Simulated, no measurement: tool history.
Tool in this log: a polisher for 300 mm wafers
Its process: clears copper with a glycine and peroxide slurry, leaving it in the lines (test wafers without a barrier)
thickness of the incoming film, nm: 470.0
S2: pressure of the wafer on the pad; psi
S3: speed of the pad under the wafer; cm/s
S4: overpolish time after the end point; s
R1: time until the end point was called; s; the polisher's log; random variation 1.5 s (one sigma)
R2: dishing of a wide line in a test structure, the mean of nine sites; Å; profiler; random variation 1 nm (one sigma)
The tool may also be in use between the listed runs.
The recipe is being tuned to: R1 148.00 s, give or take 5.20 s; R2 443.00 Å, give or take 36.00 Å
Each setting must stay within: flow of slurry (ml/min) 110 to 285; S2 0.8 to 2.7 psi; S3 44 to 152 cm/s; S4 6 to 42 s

run 1 hour=0.0 | flow_of_slurry_(ml/min)=180 S2=1.7 S3=98 S4=21 | R1=170.23 R2=393.96
run 2 hour=1.9 | flow_of_slurry_(ml/min)=215 S2=1.7 S3=98 S4=21 | R1=167.57 R2=428.71
run 3 hour=9.3 | flow_of_slurry_(ml/min)=215 S2=1.7 S3=98 S4=13 | R1=168.30 R2=265.06
run 4 hour=10.5 | flow_of_slurry_(ml/min)=215 S2=1.5 S3=98 S4=13 | R1=183.20 R2=245.99
run 5 hour=16.5 | flow_of_slurry_(ml/min)=215 S2=1.5 S3=74 S4=13 | R1=225.03 R2=216.41
run 6 hour=22.9 | flow_of_slurry_(ml/min)=215 S2=1.8 S3=74 S4=15 | R1=196.59 R2=269.11
run 7 hour=27.6 | flow_of_slurry_(ml/min)=225 S2=2.3 S3=76 S4=22 | R1=161.87 R2=437.67
run 8 hour=31.4 | flow_of_slurry_(ml/min)=225 S2=2.4 S3=76 S4=22 | R1=156.97 R2=458.41

Consider the 5 candidate settings below. Which is the only one whose results all fall within their allowed miss of target?
run A hour=35.2 | flow_of_slurry_(ml/min)=195 S2=2.6 S3=84 S4=19 | R1=? R2=?
run B hour=35.2 | flow_of_slurry_(ml/min)=210 S2=2.6 S3=82 S4=23 | R1=? R2=?
run C hour=35.2 | flow_of_slurry_(ml/min)=285 S2=2.1 S3=90 S4=21 | R1=? R2=?
run D hour=35.2 | flow_of_slurry_(ml/min)=245 S2=2.6 S3=74 S4=28 | R1=? R2=?
run E hour=35.2 | flow_of_slurry_(ml/min)=190 S2=2.4 S3=94 S4=25 | R1=? R2=?

move=A R1=136.02 R2=447.56
move=B R1=137.55 R2=516.48
move=C R1=146.68 R2=451.10
move=D R1=146.68 R2=573.77
move=E R1=132.96 R2=559.02
A: pushes the last run's worst result past its target
B: pushes the last run's worst result past its target
C: each result inside its tolerance
D: gets the furthest-off result to its target, but another result is out of tolerance
E: pushes the last run's worst result past its target
Answer: C
